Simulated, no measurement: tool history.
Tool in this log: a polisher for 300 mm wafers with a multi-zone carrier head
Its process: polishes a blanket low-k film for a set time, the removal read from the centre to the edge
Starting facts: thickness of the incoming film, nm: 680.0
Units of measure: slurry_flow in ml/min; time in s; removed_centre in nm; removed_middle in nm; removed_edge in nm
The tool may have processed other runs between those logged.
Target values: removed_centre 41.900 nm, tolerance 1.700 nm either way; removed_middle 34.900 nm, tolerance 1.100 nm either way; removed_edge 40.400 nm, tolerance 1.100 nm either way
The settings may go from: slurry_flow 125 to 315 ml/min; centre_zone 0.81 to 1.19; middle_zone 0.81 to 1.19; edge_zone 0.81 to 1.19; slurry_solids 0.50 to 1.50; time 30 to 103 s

run 1 hour=0.0 | slurry_flow=205 centre_zone=1.00 middle_zone=1.00 edge_zone=1.00 slurry_solids=1.00 time=66 | removed_centre=26.698 removed_middle=26.494 removed_edge=26.905
run 2 hour=5.7 | slurry_flow=205 centre_zone=1.00 middle_zone=1.00 edge_zone=1.00 slurry_solids=1.00 time=54 | removed_centre=21.938 removed_middle=21.654 removed_edge=21.951
run 3 hour=7.6 | slurry_flow=210 centre_zone=1.01 middle_zone=0.99 edge_zone=1.02 slurry_solids=1.05 time=56 | removed_centre=23.602 removed_middle=23.332 removed_edge=24.071
run 4 hour=15.9 | slurry_flow=210 centre_zone=1.01 middle_zone=0.99 edge_zone=1.02 slurry_solids=1.05 time=44 | removed_centre=18.099 removed_middle=17.989 removed_edge=18.753
run 5 hour=17.4 | slurry_flow=210 centre_zone=1.01 middle_zone=0.99 edge_zone=1.09 slurry_solids=1.05 time=44 | removed_centre=18.260 removed_middle=18.518 removed_edge=19.686
run 6 hour=20.9 | slurry_flow=215 centre_zone=1.03 middle_zone=0.98 edge_zone=1.10 slurry_solids=1.10 time=46 | removed_centre=20.441 removed_middle=19.394 removed_edge=21.114
run 7 hour=22.0 | slurry_flow=240 centre_zone=1.06 middle_zone=0.99 edge_zone=1.19 slurry_solids=1.35 time=64 | removed_centre=32.375 removed_middle=31.061 removed_edge=34.708
run 8 hour=22.7 | slurry_flow=245 centre_zone=1.07 middle_zone=0.99 edge_zone=1.19 slurry_solids=1.35 time=64 | removed_centre=32.571 removed_middle=30.833 removed_edge=34.181
run 9 hour=26.3 | slurry_flow=245 centre_zone=1.08 middle_zone=0.98 edge_zone=1.19 slurry_solids=1.35 time=65 | removed_centre=33.441 removed_middle=31.234 removed_edge=34.995
run 10 hour=35.1 | slurry_flow=245 centre_zone=1.09 middle_zone=0.98 edge_zone=1.19 slurry_solids=1.35 time=65 | removed_centre=34.260 removed_middle=31.033 removed_edge=34.698
run 11 hour=36.7 | slurry_flow=245 centre_zone=1.09 middle_zone=0.98 edge_zone=1.19 slurry_solids=1.35 time=66 | removed_centre=35.441 removed_middle=31.524 removed_edge=35.188
run 12 hour=38.2 | slurry_flow=250 centre_zone=1.10 middle_zone=0.95 edge_zone=1.19 slurry_solids=1.45 time=68 | removed_centre=37.414 removed_middle=32.013 removed_edge=37.164
run 13 hour=40.5 | slurry_flow=255 centre_zone=1.11 middle_zone=0.95 edge_zone=1.19 slurry_solids=1.50 time=70 | removed_centre=39.475 removed_middle=34.125 removed_edge=39.027

Below are 5 possible settings for the next run. Only one of them brings all results inside the allowed miss of their targets. Which is it?
run A hour=42.8 | slurry_flow=305 centre_zone=1.19 middle_zone=0.90 edge_zone=1.09 slurry_solids=1.40 time=71 | removed_centre=? removed_middle=? removed_edge=?
run B hour=42.8 | slurry_flow=270 centre_zone=1.19 middle_zone=1.02 edge_zone=1.12 slurry_solids=1.50 time=67 | removed_centre=? removed_middle=? removed_edge=?
run C hour=42.8 | slurry_flow=225 centre_zone=1.07 middle_zone=0.96 edge_zone=1.19 slurry_solids=1.40 time=73 | removed_centre=? removed_middle=? removed_edge=?
run D hour=42.8 | slurry_flow=215 centre_zone=1.15 middle_zone=0.94 edge_zone=1.18 slurry_solids=1.50 time=74 | removed_centre=? removed_middle=? removed_edge=?
run E hour=42.8 | slurry_flow=300 centre_zone=1.00 middle_zone=0.96 edge_zone=1.19 slurry_solids=1.50 time=69 | removed_centre=? removed_middle=? removed_edge=?

move=A removed_centre=42.928 removed_middle=32.849 removed_edge=38.110
move=B removed_centre=41.135 removed_middle=34.977 removed_edge=37.095
move=C removed_centre=38.166 removed_middle=34.439 removed_edge=39.891
move=D removed_centre=42.501 removed_middle=35.058 removed_edge=41.241
move=E removed_centre=35.978 removed_middle=34.637 removed_edge=39.786
A: corrects the largest miss of the last run, while another result sits out of spec
B: corrects the largest miss of the last run, while another result sits out of spec
C: moves away from the targets compared with the last run
D: every result lands within tolerance
E: moves away from the targets compared with the last run
Move D is the one to make.

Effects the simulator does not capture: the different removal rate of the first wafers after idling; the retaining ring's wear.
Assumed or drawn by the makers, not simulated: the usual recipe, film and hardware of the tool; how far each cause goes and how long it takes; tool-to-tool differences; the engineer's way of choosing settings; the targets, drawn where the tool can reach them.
